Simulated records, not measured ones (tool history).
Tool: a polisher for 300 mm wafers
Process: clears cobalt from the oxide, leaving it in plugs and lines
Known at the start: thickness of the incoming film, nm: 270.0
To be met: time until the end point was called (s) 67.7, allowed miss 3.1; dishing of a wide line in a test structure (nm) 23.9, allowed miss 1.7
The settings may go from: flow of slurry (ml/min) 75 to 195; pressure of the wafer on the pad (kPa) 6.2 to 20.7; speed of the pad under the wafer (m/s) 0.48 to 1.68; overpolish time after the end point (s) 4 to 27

run	day	flow of slurry (ml/min)	pressure of the wafer on the pad (kPa)	speed of the pad under the wafer (m/s)	overpolish time after the end point (s)	time until the end point was called (s)	dishing of a wide line in a test structure (nm)
1	0	125	13.1	1.08	14	48.369	38.155
2	0.079	125	13.1	1.08	20	48.366	45.746
3	0.333	125	13.1	0.82	20	61.427	42.232
4	0.671	150	13.1	0.82	20	61.205	40.548
5	1.029	120	13.1	0.82	20	63.511	40.115
6	1.346	120	13.1	0.82	18	63.657	37.911
7	1.454	120	13.1	0.82	17	62.73	38.889
8	1.667	105	11	0.82	11	73.673	26.453

Which of these 5 next moves meets every target?
A	1.879	100	8.3	1.1	9	?	?
B	1.879	90	10.3	0.78	16	?	?
C	1.879	110	11.7	0.84	12	?	?
D	1.879	110	9.7	1.1	8	?	?
E	1.879	110	11	0.76	15	?	?

move	time until the end point was called (s)	dishing of a wide line in a test structure (nm)
A	67.966	23.256
B	84.986	29.704
C	68.69	28.252
D	60.181	23.311
E	78.779	29.916
A: meets every target
B: further off than the last run
C: brings the result that was furthest off to its target, and leaves another outside
D: takes the result that was furthest off past its target
E: further off than the last run
Answer: A
